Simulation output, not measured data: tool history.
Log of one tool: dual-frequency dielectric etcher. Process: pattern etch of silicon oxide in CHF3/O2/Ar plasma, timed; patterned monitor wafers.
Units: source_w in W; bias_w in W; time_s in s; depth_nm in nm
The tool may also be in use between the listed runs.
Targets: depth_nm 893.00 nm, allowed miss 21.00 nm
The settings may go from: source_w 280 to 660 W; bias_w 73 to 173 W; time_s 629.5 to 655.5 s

| run | day | source_w | bias_w | time_s | depth_nm |
|---|---|---|---|---|---|
| 1 | 0.000 | 470 | 123 | 629.5 | 1006.50 |
| 2 | 0.083 | 470 | 123 | 629.5 | 1003.80 |
| 3 | 0.362 | 470 | 123 | 655.5 | 1043.10 |
| 4 | 0.717 | 450 | 121 | 655.0 | 1026.50 |
| 5 | 0.867 | 430 | 120 | 654.5 | 1004.30 |
| 6 | 0.917 | 410 | 119 | 654.0 | 984.34 |
| 7 | 1.233 | 400 | 118 | 653.5 | 976.78 |
| 8 | 1.575 | 300 | 109 | 651.0 | 866.17 |

Which of these 5 next moves meets every target?
| A | 1.917 | 280 | 86 | 655.5 | ? |
| B | 1.917 | 290 | 106 | 638.0 | ? |
| C | 1.917 | 310 | 94 | 629.5 | ? |
| D | 1.917 | 280 | 124 | 644.5 | ? |
| E | 1.917 | 370 | 110 | 629.5 | ? |

| move | depth_nm |
|---|---|
| A | 806.06 |
| B | 830.42 |
| C | 816.71 |
| D | 859.79 |
| E | 899.12 |
A: further off than the last run
B: further off than the last run
C: further off than the last run
D: further off than the last run
E: meets every target
The right move is E.
